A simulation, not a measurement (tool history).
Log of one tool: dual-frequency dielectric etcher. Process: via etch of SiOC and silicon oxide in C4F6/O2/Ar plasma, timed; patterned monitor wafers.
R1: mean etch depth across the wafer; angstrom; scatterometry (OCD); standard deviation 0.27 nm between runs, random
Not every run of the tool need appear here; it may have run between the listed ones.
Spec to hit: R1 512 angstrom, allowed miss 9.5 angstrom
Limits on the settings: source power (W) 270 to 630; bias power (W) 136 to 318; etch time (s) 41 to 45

run 1 hour=0 | source_power_(W)=450 bias_power_(W)=227 etch_time_(s)=45 | R1=564.13
run 2 hour=8.8 | source_power_(W)=500 bias_power_(W)=227 etch_time_(s)=45 | R1=590.35
run 3 hour=11.9 | source_power_(W)=500 bias_power_(W)=252 etch_time_(s)=45 | R1=601.18
run 4 hour=14.9 | source_power_(W)=500 bias_power_(W)=252 etch_time_(s)=45 | R1=600.65
run 5 hour=17 | source_power_(W)=500 bias_power_(W)=274 etch_time_(s)=45 | R1=615.39
run 6 hour=21.1 | source_power_(W)=460 bias_power_(W)=274 etch_time_(s)=45 | R1=589.3
run 7 hour=26.3 | source_power_(W)=420 bias_power_(W)=269 etch_time_(s)=45 | R1=558.92
run 8 hour=30.6 | source_power_(W)=400 bias_power_(W)=266 etch_time_(s)=45 | R1=542.58
run 9 hour=38.7 | source_power_(W)=340 bias_power_(W)=261 etch_time_(s)=45 | R1=502.39

Consider the 4 candidate settings below. Which is the only one whose results all fall within their allowed miss of target?
run A hour=46.8 | source_power_(W)=400 bias_power_(W)=259 etch_time_(s)=42.5 | R1=?
run B hour=46.8 | source_power_(W)=330 bias_power_(W)=280 etch_time_(s)=44 | R1=?
run C hour=46.8 | source_power_(W)=340 bias_power_(W)=243 etch_time_(s)=44.5 | R1=?
run D hour=46.8 | source_power_(W)=360 bias_power_(W)=248 etch_time_(s)=43.5 | R1=?

move=A R1=513.75
move=B R1=489.03
move=C R1=486.39
move=D R1=492.67
A: every result lands within tolerance
B: moves away from the targets compared with the last run
C: moves away from the targets compared with the last run
D: moves away from the targets compared with the last run
A is the move that brings every result within its allowed miss.
